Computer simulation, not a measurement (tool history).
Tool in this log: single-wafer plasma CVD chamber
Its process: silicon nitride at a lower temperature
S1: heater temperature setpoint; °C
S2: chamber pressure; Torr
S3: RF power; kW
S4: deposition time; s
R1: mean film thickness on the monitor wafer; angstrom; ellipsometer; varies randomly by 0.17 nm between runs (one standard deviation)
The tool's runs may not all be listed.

run	hour	S1	S2	S3	S4	R1
1	0	325	1.92	0.33	21.4	289.65
2	6.2	325	1.92	0.3	21.4	274.61
3	14.6	325	1.98	0.305	21.4	277.58
4	15.7	325	1.76	0.305	21.4	272.11
5	21.9	325	1.96	0.305	21.4	276.64
6	26.1	316	1.96	0.305	21.4	277.35
7	28.1	316	2	0.315	21.4	283.44

Expected results for the next run?
8	36.6	316	2.04	0.32	21.4	?

{"run 8": {"R1": 288.98}}

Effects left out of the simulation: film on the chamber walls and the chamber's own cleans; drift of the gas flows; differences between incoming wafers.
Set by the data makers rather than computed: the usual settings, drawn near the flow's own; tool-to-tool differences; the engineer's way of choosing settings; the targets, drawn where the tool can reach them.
